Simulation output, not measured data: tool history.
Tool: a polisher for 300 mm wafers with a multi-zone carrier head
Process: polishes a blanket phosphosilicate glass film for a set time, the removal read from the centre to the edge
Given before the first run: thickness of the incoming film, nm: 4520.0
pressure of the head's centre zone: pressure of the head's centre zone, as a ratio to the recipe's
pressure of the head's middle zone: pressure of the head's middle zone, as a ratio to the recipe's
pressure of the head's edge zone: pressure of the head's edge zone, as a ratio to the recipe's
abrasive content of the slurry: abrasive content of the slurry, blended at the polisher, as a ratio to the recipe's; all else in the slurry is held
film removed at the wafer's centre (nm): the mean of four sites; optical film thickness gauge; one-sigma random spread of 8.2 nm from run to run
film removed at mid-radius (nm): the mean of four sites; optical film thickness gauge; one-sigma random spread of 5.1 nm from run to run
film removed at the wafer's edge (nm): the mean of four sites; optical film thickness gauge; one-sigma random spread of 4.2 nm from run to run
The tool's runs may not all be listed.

| run | day | flow of slurry (ml/min) | pressure of the head's centre zone | pressure of the head's middle zone | pressure of the head's edge zone | abrasive content of the slurry | polishing time (s) | film removed at the wafer's centre (nm) | film removed at mid-radius (nm) | film removed at the wafer's edge (nm) |
|---|---|---|---|---|---|---|---|---|---|---|
| 1 | 0 | 150 | 1 | 1 | 1 | 1 | 83 | 863.03 | 863.71 | 834.5 |
| 2 | 0.183 | 140 | 1.01 | 0.95 | 0.98 | 0.85 | 82 | 741.1 | 736.74 | 729.83 |
| 3 | 0.421 | 140 | 1.01 | 0.95 | 0.98 | 0.95 | 82 | 815.65 | 770.74 | 781.15 |
| 4 | 0.475 | 170 | 1.01 | 0.95 | 0.98 | 0.95 | 82 | 864.97 | 820.48 | 809.93 |
| 5 | 0.754 | 170 | 1.01 | 0.95 | 0.98 | 0.8 | 82 | 783.96 | 729.32 | 710.9 |
| 6 | 0.821 | 155 | 1.03 | 0.91 | 0.98 | 0.75 | 82 | 713.66 | 659.02 | 675.16 |
| 7 | 0.996 | 145 | 1.06 | 0.88 | 0.96 | 0.75 | 82 | 748.76 | 623.94 | 667.8 |
| 8 | 1.238 | 135 | 1.05 | 0.86 | 0.94 | 0.75 | 82 | 719.5 | 607.88 | 642.56 |
| 9 | 1.612 | 125 | 1.05 | 0.85 | 0.94 | 0.75 | 82 | 697.81 | 582.71 | 639.98 |
| 10 | 1.771 | 120 | 1.05 | 0.84 | 0.93 | 0.75 | 82 | 679.61 | 578.16 | 636.43 |

Expected results for the next run?
| 11 | 2.129 | 120 | 1.05 | 0.84 | 0.93 | 0.75 | 82 | ? | ? | ? |

{"run 11": {"film removed at the wafer's centre (nm)": 701.16, "film removed at mid-radius (nm)": 583.15, "film removed at the wafer's edge (nm)": 633.72}}
